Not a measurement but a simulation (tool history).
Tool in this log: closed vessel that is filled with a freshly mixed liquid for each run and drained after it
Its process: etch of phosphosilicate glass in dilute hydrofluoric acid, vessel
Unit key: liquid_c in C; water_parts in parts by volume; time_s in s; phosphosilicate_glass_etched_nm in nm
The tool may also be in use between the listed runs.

run	day	liquid_c	water_parts	time_s	phosphosilicate_glass_etched_nm
1	0	22	95	30	52.749
2	0.112	24	95	30	57.682
3	0.454	24	65	30	87.476
4	0.554	24	95	30	57.337
5	0.804	21.5	95	30	52.074
6	1.046	22.5	90	30	57.393
7	1.138	23.5	85	30	64.021

Run 8 is up next; what results do you expect?
8	1.204	24.5	80	30	?

{"run 8": {"phosphosilicate_glass_etched_nm": 71.42}}

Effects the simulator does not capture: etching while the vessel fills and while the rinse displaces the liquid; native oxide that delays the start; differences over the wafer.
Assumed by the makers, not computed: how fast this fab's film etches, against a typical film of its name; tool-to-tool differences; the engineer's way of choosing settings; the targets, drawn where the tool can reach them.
